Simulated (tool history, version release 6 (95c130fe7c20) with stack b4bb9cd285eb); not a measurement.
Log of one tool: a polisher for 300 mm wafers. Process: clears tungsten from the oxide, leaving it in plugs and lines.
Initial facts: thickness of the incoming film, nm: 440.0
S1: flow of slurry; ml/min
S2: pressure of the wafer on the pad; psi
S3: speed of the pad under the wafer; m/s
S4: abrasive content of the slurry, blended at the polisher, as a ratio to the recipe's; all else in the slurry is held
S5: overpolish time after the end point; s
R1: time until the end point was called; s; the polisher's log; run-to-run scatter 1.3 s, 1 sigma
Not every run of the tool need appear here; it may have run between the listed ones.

run	hour	S1	S2	S3	S4	S5	R1
1	0	140	3.7	1.04	1	16	76.747
2	8.6	135	3.4	1.04	1	16	82.488
3	11	135	3.1	1.04	1	16	92.142
4	14.2	135	2.2	1.04	1	16	126.8
5	19	170	2.2	1.04	1	16	123.15
6	24.3	170	3.1	1.04	1	16	87.573
7	31	165	3	1.04	1	16	92.866

Estimate the outcome of run 8 from the log above:
8	32.5	165	2.9	1.04	1	16	?

R1: 94.976 s
